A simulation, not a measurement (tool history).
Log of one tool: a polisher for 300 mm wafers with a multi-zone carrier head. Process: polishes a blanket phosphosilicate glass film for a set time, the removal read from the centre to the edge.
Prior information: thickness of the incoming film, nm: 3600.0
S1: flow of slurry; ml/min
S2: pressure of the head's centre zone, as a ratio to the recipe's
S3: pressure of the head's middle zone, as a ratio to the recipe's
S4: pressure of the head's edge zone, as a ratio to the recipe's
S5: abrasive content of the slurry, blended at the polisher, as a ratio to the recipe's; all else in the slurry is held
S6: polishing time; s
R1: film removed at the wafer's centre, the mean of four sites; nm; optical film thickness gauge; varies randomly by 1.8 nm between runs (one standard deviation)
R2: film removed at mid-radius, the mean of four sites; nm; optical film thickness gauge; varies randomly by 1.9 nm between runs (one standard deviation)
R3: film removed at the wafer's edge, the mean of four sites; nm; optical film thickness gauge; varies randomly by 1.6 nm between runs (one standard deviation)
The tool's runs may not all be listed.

run	hour	S1	S2	S3	S4	S5	S6	R1	R2	R3
1	0.0	120	1.00	1.00	1.00	1.00	34	355.22	378.97	368.52
2	3.3	110	1.00	0.97	0.97	0.85	29	282.05	293.18	291.13
3	11.5	110	0.95	0.97	0.97	0.85	29	271.37	298.73	290.67
4	20.4	100	0.96	0.94	0.94	0.75	25	224.84	228.40	236.33
5	27.7	100	0.96	0.94	0.87	0.75	25	220.26	232.26	223.65
6	33.9	125	0.96	0.94	0.87	0.75	25	238.24	246.64	231.15
7	38.9	120	0.95	0.92	0.86	0.70	23	213.36	209.54	207.96

Run 8 comes next. What will it give?
8	47.4	115	0.93	0.92	0.85	0.65	21	?	?	?

{"run 8": {"R1": 184.3, "R2": 185.33, "R3": 183.19}}

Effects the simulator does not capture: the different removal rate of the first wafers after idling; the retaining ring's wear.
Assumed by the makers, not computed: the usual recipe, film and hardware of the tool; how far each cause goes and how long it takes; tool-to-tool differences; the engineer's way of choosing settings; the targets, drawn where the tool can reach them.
